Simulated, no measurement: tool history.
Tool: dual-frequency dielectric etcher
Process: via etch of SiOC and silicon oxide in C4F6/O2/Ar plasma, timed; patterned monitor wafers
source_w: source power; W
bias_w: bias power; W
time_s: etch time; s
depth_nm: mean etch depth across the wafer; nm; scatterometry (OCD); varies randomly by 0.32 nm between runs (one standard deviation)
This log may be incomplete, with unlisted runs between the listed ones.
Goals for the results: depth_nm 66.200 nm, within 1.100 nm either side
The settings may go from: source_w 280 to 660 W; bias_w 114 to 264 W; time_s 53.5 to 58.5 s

Run 1, hour 0.0: source_w 470 W, bias_w 189 W, time_s 58.5 s. Result: depth_nm 72.779 nm.
Run 2, hour 8.5: source_w 450 W, bias_w 188 W, time_s 58.5 s. Result: depth_nm 71.603 nm.
Run 3, hour 10.1: source_w 420 W, bias_w 188 W, time_s 58.5 s. Result: depth_nm 70.044 nm.
Run 4, hour 18.6: source_w 410 W, bias_w 187 W, time_s 58.5 s. Result: depth_nm 68.906 nm.
Run 5, hour 27.0: source_w 400 W, bias_w 186 W, time_s 58.5 s. Result: depth_nm 68.484 nm.
Run 6, hour 30.6: source_w 400 W, bias_w 208 W, time_s 58.5 s. Result: depth_nm 71.377 nm.
Run 7, hour 38.0: source_w 380 W, bias_w 207 W, time_s 58.5 s. Result: depth_nm 69.511 nm.
Run 8, hour 45.6: source_w 370 W, bias_w 206 W, time_s 58.5 s. Result: depth_nm 69.725 nm.
Run 9, hour 46.3: source_w 360 W, bias_w 205 W, time_s 58.5 s. Result: depth_nm 68.924 nm.

Pick the move, out of 4, that brings all results within their allowed miss; only one does.
Run A, hour 47.0: source_w 390 W, bias_w 214 W, time_s 57.0 s. Result: depth_nm ?.
Run B, hour 47.0: source_w 380 W, bias_w 199 W, time_s 56.0 s. Result: depth_nm ?.
Run C, hour 47.0: source_w 350 W, bias_w 209 W, time_s 54.0 s. Result: depth_nm ?.
Run D, hour 47.0: source_w 380 W, bias_w 198 W, time_s 53.5 s. Result: depth_nm ?.

move  depth_nm
   A    69.605
   B    66.132
   C    63.308
   D    63.068
A: misses by more than the last run did
B: every result within its allowed miss
C: the result that was furthest off in the last run now lies on the other side of its target
D: the result that was furthest off in the last run now lies on the other side of its target
The move that meets every target is B.
